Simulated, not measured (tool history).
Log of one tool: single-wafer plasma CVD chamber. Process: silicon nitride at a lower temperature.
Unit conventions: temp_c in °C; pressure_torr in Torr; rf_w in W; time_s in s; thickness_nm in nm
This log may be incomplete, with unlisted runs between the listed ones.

run,hour,temp_c,pressure_torr,rf_w,time_s,thickness_nm
1,0.0,340,1.31,395,32.2,44.779
2,4.3,340,1.31,440,32.2,49.517
3,6.8,340,1.50,440,32.2,52.195
4,15.5,344,1.50,440,32.2,52.115
# hour 21.8: RF generator calibrated
5,21.8,344,1.61,455,32.2,58.856
6,29.9,344,1.61,455,33.2,60.596
7,38.7,345,1.63,455,33.2,60.812
8,41.1,345,1.65,455,33.2,61.027
9,47.6,345,1.67,455,33.2,61.262
10,52.6,345,1.69,455,33.2,61.596

What does the tool deliver on the next run?
11,61.2,345,1.70,455,33.2,?

Run 11 yielded thickness_nm 61.526 nm.

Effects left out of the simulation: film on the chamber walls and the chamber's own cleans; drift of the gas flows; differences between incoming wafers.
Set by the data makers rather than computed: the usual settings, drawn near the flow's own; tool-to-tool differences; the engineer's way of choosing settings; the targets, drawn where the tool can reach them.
